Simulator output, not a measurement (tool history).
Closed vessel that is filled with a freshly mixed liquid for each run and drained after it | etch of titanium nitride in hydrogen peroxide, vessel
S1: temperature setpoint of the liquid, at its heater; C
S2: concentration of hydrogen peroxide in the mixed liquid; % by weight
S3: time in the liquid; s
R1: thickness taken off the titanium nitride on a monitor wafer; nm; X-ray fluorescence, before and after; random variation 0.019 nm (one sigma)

| run | hour | S1 | S2 | S3 | R1 |
|---|---|---|---|---|---|
| 1 | 0.0 | 53.0 | 17.0 | 35 | 4.4252 |
| 2 | 5.1 | 53.0 | 19.5 | 35 | 4.5779 |
| 3 | 11.5 | 51.5 | 19.5 | 35 | 4.0666 |
| 4 | 19.6 | 51.5 | 17.5 | 35 | 4.0431 |
| 5 | 20.6 | 51.5 | 20.5 | 35 | 4.1220 |
| 6 | 28.5 | 51.5 | 17.5 | 35 | 4.0487 |
| 7 | 30.0 | 50.0 | 17.5 | 35 | 3.6426 |

Run 8 comes next. What will it give?
| 8 | 33.1 | 49.0 | 17.5 | 35 | ? |

{"run 8": {"R1": 3.3525}}
